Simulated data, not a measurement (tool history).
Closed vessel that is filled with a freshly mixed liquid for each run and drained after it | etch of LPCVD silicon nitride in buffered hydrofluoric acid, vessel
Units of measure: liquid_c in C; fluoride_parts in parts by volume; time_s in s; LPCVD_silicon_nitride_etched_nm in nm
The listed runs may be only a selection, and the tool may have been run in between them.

run,day,liquid_c,fluoride_parts,time_s,LPCVD_silicon_nitride_etched_nm
1,0.000,23.0,8.5,965,13.488
2,0.229,23.0,8.5,965,13.381
3,0.517,25.5,7.5,965,17.759
4,0.729,25.5,5.5,965,23.399
# day 1.108: thermometer replaced
5,1.108,23.0,5.5,965,22.340
6,1.267,25.5,5.5,965,25.340
7,1.429,27.0,5.5,965,27.483

Run 8 has not been measured yet. What should we expect?
8,1.542,27.5,5.5,965,?

{"run 8": {"LPCVD_silicon_nitride_etched_nm": 28.241}}
